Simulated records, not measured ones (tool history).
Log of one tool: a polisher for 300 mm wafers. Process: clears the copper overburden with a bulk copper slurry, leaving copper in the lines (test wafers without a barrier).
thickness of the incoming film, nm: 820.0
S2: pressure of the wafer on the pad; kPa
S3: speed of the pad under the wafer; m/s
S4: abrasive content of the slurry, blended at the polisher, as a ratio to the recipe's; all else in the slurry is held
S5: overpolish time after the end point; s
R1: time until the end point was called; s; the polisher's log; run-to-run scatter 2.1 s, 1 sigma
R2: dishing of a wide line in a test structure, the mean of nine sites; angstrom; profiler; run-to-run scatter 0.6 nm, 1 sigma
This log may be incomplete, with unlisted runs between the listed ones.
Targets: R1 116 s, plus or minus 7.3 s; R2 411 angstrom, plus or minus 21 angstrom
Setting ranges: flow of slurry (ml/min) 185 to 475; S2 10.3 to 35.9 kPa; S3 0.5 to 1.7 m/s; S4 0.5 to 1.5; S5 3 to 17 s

{"run": 1, "hour": 0.0, "flow of slurry (ml/min)": 305, "S2": 22.8, "S3": 1.1, "S4": 1, "S5": 9, "R1": 75.946, "R2": 437.33}
{"run": 2, "hour": 8.2, "flow of slurry (ml/min)": 305, "S2": 27.6, "S3": 1.1, "S4": 1, "S5": 9, "R1": 68.778, "R2": 462.95}
{"run": 3, "hour": 13.8, "flow of slurry (ml/min)": 305, "S2": 24.8, "S3": 1.06, "S4": 1, "S5": 10, "R1": 74.604, "R2": 463.7}
{"run": 4, "hour": 22.0, "flow of slurry (ml/min)": 305, "S2": 24.8, "S3": 1.06, "S4": 1, "S5": 8, "R1": 74.106, "R2": 420.15}
{"run": 5, "hour": 28.8, "flow of slurry (ml/min)": 305, "S2": 24.8, "S3": 1.06, "S4": 1, "S5": 5, "R1": 76.462, "R2": 305.02}
{"run": 6, "hour": 32.7, "flow of slurry (ml/min)": 305, "S2": 22.1, "S3": 1.04, "S4": 1, "S5": 6, "R1": 80.895, "R2": 325.06}
{"run": 7, "hour": 36.7, "flow of slurry (ml/min)": 305, "S2": 20, "S3": 1, "S4": 1, "S5": 7, "R1": 91.517, "R2": 334.52}
{"run": 8, "hour": 41.8, "flow of slurry (ml/min)": 305, "S2": 18.6, "S3": 1, "S4": 1, "S5": 8, "R1": 95.177, "R2": 362.04}
{"run": 9, "hour": 45.8, "flow of slurry (ml/min)": 305, "S2": 17.2, "S3": 1, "S4": 1, "S5": 9, "R1": 104.66, "R2": 368.79}
{"run": 10, "hour": 52.0, "flow of slurry (ml/min)": 305, "S2": 16.5, "S3": 1, "S4": 1, "S5": 9, "R1": 108.21, "R2": 361.15}
{"run": 11, "hour": 58.1, "flow of slurry (ml/min)": 305, "S2": 15.9, "S3": 1, "S4": 1, "S5": 10, "R1": 107.29, "R2": 381.4}
{"run": 12, "hour": 66.8, "flow of slurry (ml/min)": 305, "S2": 15.2, "S3": 0.98, "S4": 1, "S5": 11, "R1": 112.73, "R2": 385.06}

Consider the 5 candidate settings below. Which is the only one whose results all fall within their allowed miss of target?
{"run": "A", "hour": 75.5, "flow of slurry (ml/min)": 305, "S2": 15.2, "S3": 1.1, "S4": 0.95, "S5": 10, "R1": "?", "R2": "?"}
{"run": "B", "hour": 75.5, "flow of slurry (ml/min)": 220, "S2": 13.8, "S3": 1, "S4": 1.25, "S5": 10, "R1": "?", "R2": "?"}
{"run": "C", "hour": 75.5, "flow of slurry (ml/min)": 285, "S2": 14.5, "S3": 0.9, "S4": 1.15, "S5": 11, "R1": "?", "R2": "?"}
{"run": "D", "hour": 75.5, "flow of slurry (ml/min)": 320, "S2": 10.3, "S3": 1.2, "S4": 1, "S5": 10, "R1": "?", "R2": "?"}
{"run": "E", "hour": 75.5, "flow of slurry (ml/min)": 350, "S2": 11, "S3": 1.14, "S4": 0.95, "S5": 13, "R1": "?", "R2": "?"}

move=A R1=98.317 R2=386.89
move=B R1=113.13 R2=353.39
move=C R1=119.59 R2=363.16
move=D R1=111.39 R2=351.89
move=E R1=113.18 R2=406.87
A: misses by more than the last run did
B: misses by more than the last run did
C: misses by more than the last run did
D: misses by more than the last run did
E: every result lands within tolerance
Go with E: it meets all targets.
